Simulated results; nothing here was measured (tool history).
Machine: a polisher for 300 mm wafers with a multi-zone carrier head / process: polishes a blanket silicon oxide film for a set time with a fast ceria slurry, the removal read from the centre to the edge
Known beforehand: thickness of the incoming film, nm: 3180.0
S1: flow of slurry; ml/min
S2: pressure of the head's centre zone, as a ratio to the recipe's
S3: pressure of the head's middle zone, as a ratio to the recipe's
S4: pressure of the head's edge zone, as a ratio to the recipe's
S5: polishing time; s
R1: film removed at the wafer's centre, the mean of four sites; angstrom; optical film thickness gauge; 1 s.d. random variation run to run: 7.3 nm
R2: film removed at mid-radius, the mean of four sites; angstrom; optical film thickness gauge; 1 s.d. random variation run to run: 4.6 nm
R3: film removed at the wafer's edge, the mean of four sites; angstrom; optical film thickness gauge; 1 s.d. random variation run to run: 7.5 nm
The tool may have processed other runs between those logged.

{"run": 1, "hour": 0.0, "S1": 180, "S2": 1, "S3": 1, "S4": 1, "S5": 47, "R1": 7208, "R2": 6914.5, "R3": 7357.8}
{"run": 2, "hour": 7.6, "S1": 180, "S2": 1.01, "S3": 1, "S4": 0.98, "S5": 46, "R1": 7109, "R2": 6582.7, "R3": 6860.2}
{"run": 3, "hour": 14.6, "S1": 160, "S2": 1.01, "S3": 1, "S4": 0.98, "S5": 46, "R1": 6876.8, "R2": 6517.4, "R3": 7038.6}
{"run": 4, "hour": 16.0, "S1": 165, "S2": 1.02, "S3": 1, "S4": 0.96, "S5": 46, "R1": 6826.1, "R2": 6450.3, "R3": 6943}
{"run": 5, "hour": 21.5, "S1": 165, "S2": 1.02, "S3": 1, "S4": 0.96, "S5": 56, "R1": 8495.9, "R2": 8017, "R3": 8547.2}
{"run": 6, "hour": 22.8, "S1": 165, "S2": 1.02, "S3": 1, "S4": 0.91, "S5": 56, "R1": 8429.1, "R2": 7975.6, "R3": 8146.1}

For run 7, what comes out?
{"run": 7, "hour": 24.7, "S1": 175, "S2": 1.02, "S3": 0.99, "S4": 0.9, "S5": 54, "R1": "?", "R2": "?", "R3": "?"}

R1: 8184.2 angstrom
R2: 7653.1 angstrom
R3: 8066.6 angstrom

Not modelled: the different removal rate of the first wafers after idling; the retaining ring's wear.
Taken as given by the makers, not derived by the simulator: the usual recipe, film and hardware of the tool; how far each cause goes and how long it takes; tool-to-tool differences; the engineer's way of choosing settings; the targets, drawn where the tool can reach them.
